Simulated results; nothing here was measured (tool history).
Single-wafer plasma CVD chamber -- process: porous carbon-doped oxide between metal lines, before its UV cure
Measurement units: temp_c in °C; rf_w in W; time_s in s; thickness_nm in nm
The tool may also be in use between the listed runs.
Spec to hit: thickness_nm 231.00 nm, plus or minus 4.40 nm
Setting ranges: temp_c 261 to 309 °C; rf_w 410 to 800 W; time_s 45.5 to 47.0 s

Run 1, hour 0.0: temp_c 285 °C, rf_w 605 W, time_s 45.5 s. Result: thickness_nm 293.81 nm.
Run 2, hour 3.9: temp_c 291 °C, rf_w 575 W, time_s 45.5 s. Result: thickness_nm 272.93 nm.
Run 3, hour 9.7: temp_c 295 °C, rf_w 560 W, time_s 45.5 s. Result: thickness_nm 264.20 nm.
Run 4, hour 16.1: temp_c 300 °C, rf_w 560 W, time_s 45.5 s. Result: thickness_nm 258.17 nm.
Run 5, hour 18.6: temp_c 300 °C, rf_w 595 W, time_s 45.5 s. Result: thickness_nm 268.25 nm.
Run 6, hour 19.4: temp_c 300 °C, rf_w 680 W, time_s 45.5 s. Result: thickness_nm 290.85 nm.
Run 7, hour 26.0: temp_c 300 °C, rf_w 680 W, time_s 45.5 s. Result: thickness_nm 289.84 nm.
Run 8, hour 31.3: temp_c 303 °C, rf_w 630 W, time_s 45.5 s. Result: thickness_nm 272.07 nm.
Run 9, hour 37.9: temp_c 305 °C, rf_w 595 W, time_s 45.5 s. Result: thickness_nm 259.42 nm.
Run 10, hour 41.6: temp_c 306 °C, rf_w 570 W, time_s 45.5 s. Result: thickness_nm 251.39 nm.
Run 11, hour 44.0: temp_c 307 °C, rf_w 550 W, time_s 45.5 s. Result: thickness_nm 244.49 nm.
Run 12, hour 48.5: temp_c 308 °C, rf_w 540 W, time_s 45.5 s. Result: thickness_nm 242.02 nm.
Run 13, hour 52.9: temp_c 308 °C, rf_w 530 W, time_s 45.5 s. Result: thickness_nm 238.75 nm.
Run 14, hour 54.3: temp_c 308 °C, rf_w 530 W, time_s 45.5 s. Result: thickness_nm 239.13 nm.

4 next moves are on the table. One of them brings every result within its allowed miss. Which?
Run A, hour 55.7: temp_c 307 °C, rf_w 515 W, time_s 47.0 s. Result: thickness_nm ?.
Run B, hour 55.7: temp_c 306 °C, rf_w 505 W, time_s 47.0 s. Result: thickness_nm ?.
Run C, hour 55.7: temp_c 309 °C, rf_w 455 W, time_s 47.0 s. Result: thickness_nm ?.
Run D, hour 55.7: temp_c 308 °C, rf_w 490 W, time_s 46.4 s. Result: thickness_nm ?.

move  thickness_nm
   A        243.31
   B        241.47
   C        222.52
   D        231.62
A: lands further from the targets than the last run did
B: lands further from the targets than the last run did
C: the result that was furthest off in the last run now lies on the other side of its target
D: every result lands within tolerance
D is the move that brings every result within its allowed miss.
